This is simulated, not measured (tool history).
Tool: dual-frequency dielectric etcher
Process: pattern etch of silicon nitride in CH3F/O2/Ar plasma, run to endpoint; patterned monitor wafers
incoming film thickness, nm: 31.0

run,hour,source power (kW),bias power (kW),endpoint time (s)
1,0.0,0.380,0.080,46.158
2,3.9,0.440,0.080,43.106
3,11.6,0.450,0.081,42.313
4,12.3,0.460,0.082,41.618
5,13.6,0.430,0.082,43.069
6,22.6,0.430,0.070,45.749
7,27.0,0.450,0.071,44.912

Run 8 comes next. What will it give?
8,34.8,0.460,0.072,?

{"run 8": {"endpoint time (s)": 44.133}}
